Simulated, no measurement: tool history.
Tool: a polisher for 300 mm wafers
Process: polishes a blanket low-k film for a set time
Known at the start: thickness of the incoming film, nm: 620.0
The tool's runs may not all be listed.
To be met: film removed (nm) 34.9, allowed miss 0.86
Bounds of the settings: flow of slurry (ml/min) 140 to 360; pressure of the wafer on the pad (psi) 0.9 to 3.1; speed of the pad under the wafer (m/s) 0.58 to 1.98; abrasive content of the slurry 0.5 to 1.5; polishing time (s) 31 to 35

run	hour	flow of slurry (ml/min)	pressure of the wafer on the pad (psi)	speed of the pad under the wafer (m/s)	abrasive content of the slurry	polishing time (s)	film removed (nm)
1	0	230	2	1.28	1	35	18.396
2	1.2	235	2.3	1.3	1	35	21.742
3	6.8	210	2.3	1.3	1	35	21.362
4	11.5	210	2.3	1.3	1	31	18.977
5	17.6	240	2.5	1.34	1	31	21.028
6	20.8	240	2.6	1.46	1	31	24.004
7	21.3	240	2.7	1.54	1	31	25.285
8	29.9	240	2.8	1.62	1	31	27.828
9	35.3	240	2.9	1.68	1	31	29.511
10	41.3	240	3	1.72	1	31	31.499
11	44.4	240	3	1.76	1	31	31.643
12	45.3	245	3	1.78	1	31	32.009
13	47.2	245	3	1.8	1	31	32.415
14	52.9	245	3	1.82	1	31	32.671
15	58.4	245	3	1.84	1	31	32.743
16	64.7	245	3	1.86	1	31	33.376

Which of these 4 next moves meets every target?
A	71	255	2.9	1.9	1	31	?
B	71	260	2.9	1.74	1.05	34	?
C	71	200	2.5	1.98	1.15	32	?
D	71	255	3.1	1.98	0.8	33	?

move	film removed (nm)
A	32.618
B	34.492
C	31.803
D	32.185
A: further off than the last run
B: meets every target
C: further off than the last run
D: further off than the last run
The right move is B.
